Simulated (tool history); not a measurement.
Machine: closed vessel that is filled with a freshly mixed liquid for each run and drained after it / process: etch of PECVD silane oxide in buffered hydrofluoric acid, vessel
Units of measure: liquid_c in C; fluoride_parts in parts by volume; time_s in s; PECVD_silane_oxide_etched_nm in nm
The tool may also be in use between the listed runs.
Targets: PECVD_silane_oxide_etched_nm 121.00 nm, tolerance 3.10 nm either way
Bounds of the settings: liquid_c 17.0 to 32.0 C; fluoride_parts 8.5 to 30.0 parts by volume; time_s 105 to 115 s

| run | hour | liquid_c | fluoride_parts | time_s | PECVD_silane_oxide_etched_nm |
|---|---|---|---|---|---|
| 1 | 0.0 | 25.0 | 23.0 | 105 | 153.11 |
| 2 | 5.5 | 24.5 | 23.0 | 105 | 149.10 |
| 3 | 14.0 | 24.5 | 23.0 | 115 | 163.95 |
| 4 | 17.0 | 24.5 | 23.0 | 115 | 164.29 |
| 5 | 25.0 | 24.0 | 23.0 | 115 | 159.34 |
| 6 | 26.1 | 23.5 | 23.0 | 115 | 156.60 |
| 7 | 28.3 | 23.0 | 23.0 | 115 | 153.01 |
| 8 | 31.1 | 22.5 | 23.0 | 115 | 146.89 |
| 9 | 37.6 | 18.5 | 23.5 | 115 | 115.06 |

4 next moves are on the table. One of them brings every result within its allowed miss. Which?
| A | 44.1 | 17.0 | 18.5 | 115 | ? |
| B | 44.1 | 20.0 | 25.0 | 115 | ? |
| C | 44.1 | 17.5 | 22.0 | 115 | ? |
| D | 44.1 | 18.0 | 22.5 | 115 | ? |

| move | PECVD_silane_oxide_etched_nm |
|---|---|
| A | 129.22 |
| B | 121.57 |
| C | 115.25 |
| D | 116.76 |
A: moves the result that the last run missed by most past its target, out the other side
B: all results in spec
C: just as far off the targets as the last run
D: nearer than the last run, and not there yet
Answer: B

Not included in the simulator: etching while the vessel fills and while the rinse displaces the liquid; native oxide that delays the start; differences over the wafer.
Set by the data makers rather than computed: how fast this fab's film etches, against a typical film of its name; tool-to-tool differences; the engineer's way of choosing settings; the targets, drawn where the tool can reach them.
